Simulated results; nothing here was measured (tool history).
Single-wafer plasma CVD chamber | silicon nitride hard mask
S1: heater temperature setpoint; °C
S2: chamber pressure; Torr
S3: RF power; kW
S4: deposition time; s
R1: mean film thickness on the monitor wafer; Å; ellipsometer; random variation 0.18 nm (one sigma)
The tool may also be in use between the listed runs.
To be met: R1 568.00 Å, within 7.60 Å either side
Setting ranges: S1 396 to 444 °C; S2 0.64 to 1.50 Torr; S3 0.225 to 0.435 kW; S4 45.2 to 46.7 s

Run 1, hour 0.0: S1 420 °C, S2 1.07 Torr, S3 0.330 kW, S4 45.2 s. Result: R1 484.66 Å.
Run 2, hour 7.2: S1 420 °C, S2 1.14 Torr, S3 0.335 kW, S4 45.2 s. Result: R1 498.45 Å.
Run 3, hour 9.4: S1 420 °C, S2 1.27 Torr, S3 0.335 kW, S4 45.2 s. Result: R1 515.01 Å.
Run 4, hour 16.0: S1 420 °C, S2 1.27 Torr, S3 0.305 kW, S4 45.2 s. Result: R1 485.74 Å.
Run 5, hour 18.4: S1 420 °C, S2 1.31 Torr, S3 0.315 kW, S4 45.2 s. Result: R1 500.90 Å.
Run 6, hour 20.8: S1 427 °C, S2 1.31 Torr, S3 0.315 kW, S4 45.2 s. Result: R1 500.10 Å.
Run 7, hour 25.6: S1 427 °C, S2 1.34 Torr, S3 0.325 kW, S4 45.2 s. Result: R1 512.25 Å.
Run 8, hour 30.4: S1 427 °C, S2 1.37 Torr, S3 0.330 kW, S4 45.2 s. Result: R1 520.74 Å.
Run 9, hour 35.4: S1 427 °C, S2 1.39 Torr, S3 0.335 kW, S4 45.2 s. Result: R1 529.54 Å.
Run 10, hour 40.8: S1 427 °C, S2 1.41 Torr, S3 0.340 kW, S4 45.2 s. Result: R1 536.73 Å.
Run 11, hour 46.9: S1 427 °C, S2 1.43 Torr, S3 0.345 kW, S4 45.2 s. Result: R1 542.22 Å.
Run 12, hour 54.5: S1 427 °C, S2 1.44 Torr, S3 0.350 kW, S4 45.2 s. Result: R1 547.51 Å.
Run 13, hour 62.6: S1 427 °C, S2 1.45 Torr, S3 0.355 kW, S4 45.2 s. Result: R1 554.10 Å.
Run 14, hour 66.6: S1 427 °C, S2 1.46 Torr, S3 0.355 kW, S4 45.2 s. Result: R1 554.29 Å.
Run 15, hour 68.1: S1 427 °C, S2 1.47 Torr, S3 0.355 kW, S4 45.2 s. Result: R1 556.16 Å.

Which single option among these 5 for the next run brings every result within its allowed miss of target? Just one does.
Run A, hour 69.6: S1 421 °C, S2 1.46 Torr, S3 0.375 kW, S4 46.0 s. Result: R1 ?.
Run B, hour 69.6: S1 430 °C, S2 1.50 Torr, S3 0.340 kW, S4 45.6 s. Result: R1 ?.
Run C, hour 69.6: S1 428 °C, S2 1.50 Torr, S3 0.360 kW, S4 46.7 s. Result: R1 ?.
Run D, hour 69.6: S1 423 °C, S2 1.50 Torr, S3 0.360 kW, S4 45.5 s. Result: R1 ?.
Run E, hour 69.6: S1 409 °C, S2 1.43 Torr, S3 0.340 kW, S4 45.4 s. Result: R1 ?.

move      R1
   A  588.07
   B  552.19
   C  585.46
   D  571.90
   E  547.67
A: takes the result that was furthest off past its target
B: misses by more than the last run did
C: takes the result that was furthest off past its target
D: all results in spec
E: misses by more than the last run did
D is the move that brings every result within its allowed miss.

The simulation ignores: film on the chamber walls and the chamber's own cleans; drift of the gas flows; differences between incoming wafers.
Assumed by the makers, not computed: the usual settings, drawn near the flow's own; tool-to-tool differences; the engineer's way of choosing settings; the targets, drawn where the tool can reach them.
